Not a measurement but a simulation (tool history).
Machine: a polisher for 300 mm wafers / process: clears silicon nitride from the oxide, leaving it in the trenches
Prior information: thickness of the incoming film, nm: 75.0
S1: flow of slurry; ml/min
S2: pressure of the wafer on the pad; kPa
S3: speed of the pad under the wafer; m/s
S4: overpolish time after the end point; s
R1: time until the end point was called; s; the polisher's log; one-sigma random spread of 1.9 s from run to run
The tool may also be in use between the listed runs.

run 1 day=0 | S1=265 S2=18.6 S3=0.98 S4=28 | R1=108.86
run 2 day=0.196 | S1=265 S2=20.7 S3=0.98 S4=28 | R1=96.697
run 3 day=0.321 | S1=265 S2=18.6 S3=0.98 S4=28 | R1=107.75
run 4 day=0.462 | S1=265 S2=16.5 S3=0.98 S4=28 | R1=119.93
run 5 day=0.767 | S1=265 S2=16.5 S3=1.16 S4=28 | R1=101.85
run 6 day=1.129 | S1=265 S2=14.5 S3=1.14 S4=28 | R1=118.69

Estimate the outcome of run 7 from the log above:
run 7 day=1.333 | S1=265 S2=13.1 S3=1.14 S4=28 | R1=?

R1: 131.47 s
